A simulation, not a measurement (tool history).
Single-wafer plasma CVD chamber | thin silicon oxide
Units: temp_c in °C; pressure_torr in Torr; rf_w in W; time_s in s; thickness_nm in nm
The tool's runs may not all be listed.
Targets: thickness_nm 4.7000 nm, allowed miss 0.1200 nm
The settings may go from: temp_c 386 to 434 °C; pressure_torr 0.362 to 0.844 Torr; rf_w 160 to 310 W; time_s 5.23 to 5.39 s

run	hour	temp_c	pressure_torr	rf_w	time_s	thickness_nm
1	0.0	410	0.603	235	5.23	6.2743
2	6.0	410	0.579	235	5.23	5.9568
3	6.8	410	0.560	235	5.23	5.7924
4	9.3	410	0.542	235	5.23	5.6268
5	13.7	410	0.542	235	5.23	5.5955
6	15.9	410	0.542	235	5.39	5.7622
7	20.1	410	0.525	235	5.39	5.6246
8	20.7	410	0.510	235	5.39	5.4424
9	21.2	410	0.510	235	5.39	5.4683
10	25.0	410	0.497	235	5.39	5.2557
11	28.7	410	0.489	235	5.39	5.2069
12	31.2	410	0.481	235	5.39	5.1335
13	38.6	410	0.474	235	5.39	5.0938
14	42.1	410	0.474	235	5.39	5.0315

Which of these 4 next moves meets every target?
A	45.6	406	0.535	235	5.39	?
B	45.6	410	0.497	305	5.23	?
C	45.6	398	0.442	250	5.23	?
D	45.6	413	0.500	240	5.32	?

move	thickness_nm
A	5.7064
B	5.6777
C	4.7152
D	5.2899
A: further off than the last run
B: further off than the last run
C: meets every target
D: further off than the last run
The right move is C.
